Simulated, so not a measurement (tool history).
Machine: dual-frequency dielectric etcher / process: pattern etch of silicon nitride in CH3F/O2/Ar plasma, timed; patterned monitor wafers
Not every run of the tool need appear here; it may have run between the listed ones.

| run | hour | source power (kW) | bias power (kW) | etch time (s) | mean etch depth across the wafer (Å) |
|---|---|---|---|---|---|
| 1 | 0.0 | 0.320 | 0.064 | 73 | 454.25 |
| 2 | 3.7 | 0.320 | 0.064 | 76 | 473.90 |
| 3 | 7.3 | 0.320 | 0.072 | 76 | 506.57 |
| 4 | 14.9 | 0.290 | 0.072 | 76 | 483.44 |
| 5 | 16.0 | 0.290 | 0.072 | 76 | 480.41 |
| 6 | 19.1 | 0.280 | 0.071 | 76 | 469.15 |
| 7 | 27.0 | 0.270 | 0.071 | 76 | 459.12 |
| 8 | 30.4 | 0.260 | 0.071 | 76 | 451.23 |
| 9 | 37.1 | 0.250 | 0.071 | 76 | 444.26 |
| 10 | 37.8 | 0.240 | 0.071 | 76 | 429.76 |

What will run 11 give?
| 11 | 43.4 | 0.230 | 0.071 | 76 | ? |

mean etch depth across the wafer (Å): 419.78
